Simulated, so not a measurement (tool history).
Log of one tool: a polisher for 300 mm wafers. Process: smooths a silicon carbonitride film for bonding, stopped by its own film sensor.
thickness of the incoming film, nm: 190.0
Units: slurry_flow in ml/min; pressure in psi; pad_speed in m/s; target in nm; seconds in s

run	day	slurry_flow	pressure	pad_speed	slurry_solids	target	seconds
1	0.000	195	2.1	1.06	1.00	178	49.179
2	0.146	195	2.6	1.06	1.00	178	42.326
3	0.279	195	2.7	1.10	1.00	178	39.474
4	0.500	195	2.7	1.10	1.15	178	37.648
5	0.742	195	2.8	1.12	1.15	178	34.957
6	1.083	195	2.9	1.14	1.15	178	33.837
7	1.429	195	3.0	1.16	1.15	178	33.052
8	1.662	195	3.0	1.18	1.15	178	32.581

Run 9 comes next. What will it give?
9	1.929	195	3.0	1.18	1.15	178	?

Run 9 gave seconds 32.173 s.
